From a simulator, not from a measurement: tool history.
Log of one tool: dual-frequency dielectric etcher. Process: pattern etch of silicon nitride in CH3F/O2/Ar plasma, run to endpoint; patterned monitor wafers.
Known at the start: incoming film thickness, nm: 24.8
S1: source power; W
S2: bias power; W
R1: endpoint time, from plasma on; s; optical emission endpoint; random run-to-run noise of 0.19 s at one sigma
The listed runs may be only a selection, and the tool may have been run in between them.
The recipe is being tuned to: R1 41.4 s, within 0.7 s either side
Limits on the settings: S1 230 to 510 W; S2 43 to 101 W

run,hour,S1,S2,R1
1,0,370,72,37.159
2,5.9,350,71,38.013
3,7.1,350,82,36.246
4,15.8,350,87,35.323
5,21.4,320,85,36.933
6,29.5,290,85,38.385
7,30.7,280,85,39.206
8,32.5,270,85,39.37
9,41.2,260,85,40.036
10,46.6,250,85,40.311
11,49.3,250,85,40.492
12,57.9,250,85,40.455

Which of these 4 next moves meets every target?
A,66.5,290,76,?
B,66.5,260,83,?
C,66.5,260,77,?
D,66.5,280,86,?

move,R1
A,39.522
B,39.859
C,40.913
D,38.342
A: lands further from the targets than the last run did
B: lands further from the targets than the last run did
C: in spec on every target
D: lands further from the targets than the last run did
The right move is C.
